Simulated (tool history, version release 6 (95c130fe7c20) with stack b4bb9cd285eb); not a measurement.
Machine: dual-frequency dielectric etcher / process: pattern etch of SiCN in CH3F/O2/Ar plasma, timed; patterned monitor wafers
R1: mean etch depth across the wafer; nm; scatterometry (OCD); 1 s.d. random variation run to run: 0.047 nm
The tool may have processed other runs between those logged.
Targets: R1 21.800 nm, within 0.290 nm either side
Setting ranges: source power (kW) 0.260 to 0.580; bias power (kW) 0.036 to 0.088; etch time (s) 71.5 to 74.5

Run 1, hour 0.0: source power (kW) 0.420, bias power (kW) 0.062, etch time (s) 71.5. Result: R1 27.250 nm.
Run 2, hour 7.5: source power (kW) 0.450, bias power (kW) 0.062, etch time (s) 71.5. Result: R1 27.976 nm.
Run 3, hour 8.3: source power (kW) 0.450, bias power (kW) 0.058, etch time (s) 71.5. Result: R1 27.532 nm.
Run 4, hour 15.4: source power (kW) 0.450, bias power (kW) 0.065, etch time (s) 71.5. Result: R1 28.332 nm.
Run 5, hour 21.8: source power (kW) 0.390, bias power (kW) 0.058, etch time (s) 71.5. Result: R1 25.856 nm.
Run 6, hour 26.6: source power (kW) 0.390, bias power (kW) 0.065, etch time (s) 71.5. Result: R1 26.780 nm.
Run 7, hour 34.1: source power (kW) 0.350, bias power (kW) 0.060, etch time (s) 71.5. Result: R1 25.045 nm.
Run 8, hour 41.5: source power (kW) 0.350, bias power (kW) 0.060, etch time (s) 71.5. Result: R1 25.026 nm.
Run 9, hour 42.0: source power (kW) 0.320, bias power (kW) 0.057, etch time (s) 71.5. Result: R1 23.708 nm.
Run 10, hour 47.4: source power (kW) 0.300, bias power (kW) 0.056, etch time (s) 71.5. Result: R1 23.028 nm.
Run 11, hour 55.0: source power (kW) 0.290, bias power (kW) 0.055, etch time (s) 71.5. Result: R1 22.564 nm.
Run 12, hour 58.1: source power (kW) 0.280, bias power (kW) 0.055, etch time (s) 71.5. Result: R1 22.260 nm.

Of the 5 settings listed for the next run, only one would bring every result within its allowed miss of target. Which one?
Run A, hour 61.2: source power (kW) 0.260, bias power (kW) 0.059, etch time (s) 73.5. Result: R1 ?.
Run B, hour 61.2: source power (kW) 0.270, bias power (kW) 0.055, etch time (s) 73.0. Result: R1 ?.
Run C, hour 61.2: source power (kW) 0.270, bias power (kW) 0.053, etch time (s) 74.5. Result: R1 ?.
Run D, hour 61.2: source power (kW) 0.270, bias power (kW) 0.050, etch time (s) 73.5. Result: R1 ?.
Run E, hour 61.2: source power (kW) 0.270, bias power (kW) 0.057, etch time (s) 74.0. Result: R1 ?.

move      R1
   A  22.531
   B  22.262
   C  22.474
   D  21.803
   E  22.807
A: moves away from the targets compared with the last run
B: roughly where the last run was
C: moves away from the targets compared with the last run
D: all results in spec
E: moves away from the targets compared with the last run
D meets every target.

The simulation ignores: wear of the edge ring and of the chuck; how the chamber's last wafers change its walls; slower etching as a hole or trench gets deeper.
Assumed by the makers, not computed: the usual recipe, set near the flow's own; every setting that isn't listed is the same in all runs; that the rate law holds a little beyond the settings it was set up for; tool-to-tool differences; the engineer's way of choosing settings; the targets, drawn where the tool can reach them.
